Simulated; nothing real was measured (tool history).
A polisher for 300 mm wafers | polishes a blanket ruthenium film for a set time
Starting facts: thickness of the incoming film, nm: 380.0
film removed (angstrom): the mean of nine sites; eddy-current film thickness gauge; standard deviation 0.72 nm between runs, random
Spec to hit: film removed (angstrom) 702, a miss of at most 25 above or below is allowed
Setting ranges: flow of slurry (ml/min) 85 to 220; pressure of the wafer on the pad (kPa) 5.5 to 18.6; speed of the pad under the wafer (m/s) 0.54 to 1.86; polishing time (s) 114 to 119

run  hour  flow of slurry (ml/min)  pressure of the wafer on the pad (kPa)  speed of the pad under the wafer (m/s)  polishing time (s)  film removed (angstrom)
  1     0                      140                                    11.7                                    1.18                 114                   1470.4
  2   5.3                      140                                    13.1                                    1.18                 114                   1608.8
  3  11.6                      135                                    11.7                                    1.12                 114                     1369
  4  13.1                      135                                    11.7                                    1.12                 119                   1403.9
  5    19                      135                                    11.7                                    1.12                 114                   1376.4
  6  20.9                      135                                    11.7                                    0.84                 114                   1023.7
  7  23.3                      130                                      11                                    0.84                 114                   979.32
  8  25.9                      130                                    10.3                                    0.84                 114                    897.4
  9  33.3                      115                                     7.6                                    0.84                 114                   657.89
 10  36.3                      120                                     7.6                                    0.84                 114                   671.68
 11  38.1                      125                                     7.6                                    0.84                 114                   673.41
 12  45.2                      135                                     8.3                                    0.84                 114                   728.02
 13  51.6                      125                                     8.3                                    0.84                 114                   735.15

Which of these 5 next moves meets every target?
  A    58                      110                                     8.3                                    0.86                 118                        ?
  B    58                      145                                       9                                     0.8                 114                        ?
  C    58                      115                                     7.6                                    0.88                 115                        ?
  D    58                      105                                     8.3                                    0.92                 114                        ?
  E    58                      115                                     7.6                                    0.94                 119                        ?

move  film removed (angstrom)
   A                   740.09
   B                   760.63
   C                   685.05
   D                   754.94
   E                   755.28
A: lands further from the targets than the last run did
B: lands further from the targets than the last run did
C: hits every target within its allowed miss
D: lands further from the targets than the last run did
E: lands further from the targets than the last run did
Go with C: it meets all targets.
